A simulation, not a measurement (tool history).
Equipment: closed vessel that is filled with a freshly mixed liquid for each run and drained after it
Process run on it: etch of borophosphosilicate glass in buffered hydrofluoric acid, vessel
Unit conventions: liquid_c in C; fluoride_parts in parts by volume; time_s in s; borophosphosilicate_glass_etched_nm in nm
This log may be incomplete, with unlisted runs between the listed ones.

run	hour	liquid_c	fluoride_parts	time_s	borophosphosilicate_glass_etched_nm
1	0	24	21.5	95	129.59
2	3	22	22	95	115.19
3	6.8	22	24.5	95	106.28
4	8.9	24.5	24.5	95	121.74
5	16.1	24.5	28	95	110.84
6	21.9	25.5	28	95	117.33

The next listed run, before its measurement:
7	24.2	23.5	28	95	?

borophosphosilicate_glass_etched_nm: 105.14 nm
